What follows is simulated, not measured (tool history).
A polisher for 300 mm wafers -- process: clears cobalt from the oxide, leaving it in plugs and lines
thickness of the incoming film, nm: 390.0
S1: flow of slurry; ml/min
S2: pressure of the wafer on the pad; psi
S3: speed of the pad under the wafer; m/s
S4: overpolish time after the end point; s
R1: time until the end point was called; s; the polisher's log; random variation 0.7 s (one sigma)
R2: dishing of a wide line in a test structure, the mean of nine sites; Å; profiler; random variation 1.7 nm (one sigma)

run,day,S1,S2,S3,S4,R1,R2
1,0,265,2.3,0.78,16,84.157,485.81
2,0.338,265,2.5,0.78,17,76.478,513.33
3,0.417,265,2.1,0.78,17,91.931,455.2
4,0.633,265,2.1,0.78,21,94.195,515.5
5,0.738,265,2.1,0.86,21,82.775,524.29
6,0.788,265,1.6,0.86,21,108.72,494.48
7,1.158,265,1.8,0.86,22,96.69,513.91

What does the tool deliver on the next run?
8,1.371,265,2,0.86,22,?,?

R1: 87.005 s
R2: 510.17 Å
